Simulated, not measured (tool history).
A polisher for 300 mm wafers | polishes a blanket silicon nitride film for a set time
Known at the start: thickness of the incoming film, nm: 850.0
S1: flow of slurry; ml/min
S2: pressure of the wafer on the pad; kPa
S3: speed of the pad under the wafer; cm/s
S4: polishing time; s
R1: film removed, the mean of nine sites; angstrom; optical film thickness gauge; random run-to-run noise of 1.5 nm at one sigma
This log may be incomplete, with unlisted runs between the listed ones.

run  hour   S1    S2  S3   S4       R1
  1   0.0  290  24.8  88  116  2162.70
  2   7.3  225  24.8  88  116  2106.80
  3   9.0  280  24.8  88  116  2103.30
  4  13.8  280  19.3  88  116  1694.40
  5  16.5  330  19.3  88  116  1685.90
  6  24.6  330  19.3  88  121  1799.70
  7  32.0  330  17.2  86  121  1590.70

Run 8, settings as shown, results not yet in. Your forecast:
  8  36.2  330  11.0  84  121   ?

Logged for run 8: R1 987.39 angstrom.
